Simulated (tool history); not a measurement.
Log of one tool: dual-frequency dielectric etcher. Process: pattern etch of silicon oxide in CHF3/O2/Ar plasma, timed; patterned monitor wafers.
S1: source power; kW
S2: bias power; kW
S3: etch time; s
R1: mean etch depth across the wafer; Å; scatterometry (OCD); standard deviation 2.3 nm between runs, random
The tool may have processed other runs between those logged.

{"run": 1, "hour": 0.0, "S1": 0.51, "S2": 0.208, "S3": 644, "R1": 10755.0}
{"run": 2, "hour": 5.2, "S1": 0.49, "S2": 0.205, "S3": 644, "R1": 10499.0}
{"run": 3, "hour": 14.0, "S1": 0.58, "S2": 0.205, "S3": 644, "R1": 11362.0}
{"run": 4, "hour": 14.7, "S1": 0.55, "S2": 0.202, "S3": 644, "R1": 10972.0}
{"run": 5, "hour": 23.5, "S1": 0.53, "S2": 0.199, "S3": 644, "R1": 10746.0}
{"run": 6, "hour": 29.9, "S1": 0.53, "S2": 0.233, "S3": 644, "R1": 11445.0}
{"run": 7, "hour": 38.5, "S1": 0.5, "S2": 0.23, "S3": 644, "R1": 11008.0}
{"run": 8, "hour": 46.9, "S1": 0.48, "S2": 0.227, "S3": 644, "R1": 10793.0}
{"run": 9, "hour": 52.4, "S1": 0.46, "S2": 0.225, "S3": 644, "R1": 10557.0}
{"run": 10, "hour": 56.6, "S1": 0.44, "S2": 0.223, "S3": 644, "R1": 10335.0}
{"run": 11, "hour": 65.1, "S1": 0.43, "S2": 0.222, "S3": 644, "R1": 10203.0}
{"run": 12, "hour": 72.7, "S1": 0.42, "S2": 0.221, "S3": 644, "R1": 10118.0}
{"run": 13, "hour": 79.3, "S1": 0.41, "S2": 0.22, "S3": 644, "R1": 10010.0}
{"run": 14, "hour": 85.2, "S1": 0.4, "S2": 0.219, "S3": 644, "R1": 9828.1}

Run 15 is up next; what results do you expect?
{"run": 15, "hour": 93.1, "S1": 0.4, "S2": 0.218, "S3": 644, "R1": "?"}

{"run 15": {"R1": 9801.4}}
